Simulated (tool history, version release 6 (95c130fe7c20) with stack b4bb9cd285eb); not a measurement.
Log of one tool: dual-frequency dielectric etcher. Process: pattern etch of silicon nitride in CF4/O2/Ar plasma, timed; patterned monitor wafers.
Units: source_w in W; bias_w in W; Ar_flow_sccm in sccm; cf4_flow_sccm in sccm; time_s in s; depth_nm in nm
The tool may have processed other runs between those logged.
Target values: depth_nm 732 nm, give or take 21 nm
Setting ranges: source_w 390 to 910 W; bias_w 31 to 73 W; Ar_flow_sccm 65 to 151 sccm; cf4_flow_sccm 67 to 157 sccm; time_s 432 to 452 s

Run 1, hour 0: source_w 650 W, bias_w 52 W, Ar_flow_sccm 108 sccm, cf4_flow_sccm 112 sccm, time_s 432 s. Result: depth_nm 929.48 nm.
Run 2, hour 2.4: source_w 650 W, bias_w 52 W, Ar_flow_sccm 108 sccm, cf4_flow_sccm 112 sccm, time_s 452 s. Result: depth_nm 981.13 nm.
Run 3, hour 5: source_w 650 W, bias_w 52 W, Ar_flow_sccm 108 sccm, cf4_flow_sccm 112 sccm, time_s 452 s. Result: depth_nm 974.5 nm.
Run 4, hour 6.6: source_w 650 W, bias_w 57 W, Ar_flow_sccm 108 sccm, cf4_flow_sccm 112 sccm, time_s 452 s. Result: depth_nm 989.38 nm.
Run 5, hour 9.6: source_w 650 W, bias_w 57 W, Ar_flow_sccm 108 sccm, cf4_flow_sccm 131 sccm, time_s 452 s. Result: depth_nm 1018 nm.
Run 6, hour 10.8: source_w 760 W, bias_w 57 W, Ar_flow_sccm 108 sccm, cf4_flow_sccm 131 sccm, time_s 452 s. Result: depth_nm 1200.8 nm.
Run 7, hour 16.5: source_w 700 W, bias_w 56 W, Ar_flow_sccm 109 sccm, cf4_flow_sccm 130 sccm, time_s 451.5 s. Result: depth_nm 1089.6 nm.
Run 8, hour 22.4: source_w 570 W, bias_w 52 W, Ar_flow_sccm 111 sccm, cf4_flow_sccm 128 sccm, time_s 450.5 s. Result: depth_nm 853.05 nm.
Run 9, hour 28.3: source_w 550 W, bias_w 52 W, Ar_flow_sccm 111 sccm, cf4_flow_sccm 128 sccm, time_s 450.5 s. Result: depth_nm 822.56 nm.
Run 10, hour 36.3: source_w 540 W, bias_w 52 W, Ar_flow_sccm 111 sccm, cf4_flow_sccm 128 sccm, time_s 450.5 s. Result: depth_nm 806.01 nm.
Run 11, hour 39.8: source_w 460 W, bias_w 51 W, Ar_flow_sccm 112 sccm, cf4_flow_sccm 128 sccm, time_s 450.5 s. Result: depth_nm 667.62 nm.
Run 12, hour 41.2: source_w 470 W, bias_w 51 W, Ar_flow_sccm 112 sccm, cf4_flow_sccm 128 sccm, time_s 450.5 s. Result: depth_nm 684.75 nm.
Run 13, hour 43.7: source_w 480 W, bias_w 51 W, Ar_flow_sccm 112 sccm, cf4_flow_sccm 128 sccm, time_s 450.5 s. Result: depth_nm 693.07 nm.
Run 14, hour 44.2: source_w 530 W, bias_w 52 W, Ar_flow_sccm 112 sccm, cf4_flow_sccm 128 sccm, time_s 450.5 s. Result: depth_nm 789.09 nm.
Run 15, hour 51.5: source_w 520 W, bias_w 52 W, Ar_flow_sccm 112 sccm, cf4_flow_sccm 128 sccm, time_s 450.5 s. Result: depth_nm 770.76 nm.
Run 16, hour 54.8: source_w 480 W, bias_w 51 W, Ar_flow_sccm 112 sccm, cf4_flow_sccm 128 sccm, time_s 450.5 s. Result: depth_nm 700.06 nm.

Below are 5 possible settings for the next run. Only one of them brings all results inside the allowed miss of their targets. Which is it?
Run A, hour 58.1: source_w 470 W, bias_w 51 W, Ar_flow_sccm 128 sccm, cf4_flow_sccm 113 sccm, time_s 452 s. Result: depth_nm ?.
Run B, hour 58.1: source_w 470 W, bias_w 56 W, Ar_flow_sccm 113 sccm, cf4_flow_sccm 131 sccm, time_s 432 s. Result: depth_nm ?.
Run C, hour 58.1: source_w 470 W, bias_w 55 W, Ar_flow_sccm 105 sccm, cf4_flow_sccm 130 sccm, time_s 434 s. Result: depth_nm ?.
Run D, hour 58.1: source_w 430 W, bias_w 52 W, Ar_flow_sccm 114 sccm, cf4_flow_sccm 148 sccm, time_s 452 s. Result: depth_nm ?.
Run E, hour 58.1: source_w 500 W, bias_w 54 W, Ar_flow_sccm 93 sccm, cf4_flow_sccm 153 sccm, time_s 432 s. Result: depth_nm ?.

move  depth_nm
   A    670.15
   B    677.13
   C     679.9
   D    633.14
   E    740.98
A: further off than the last run
B: further off than the last run
C: further off than the last run
D: further off than the last run
E: meets every target
Answer: E
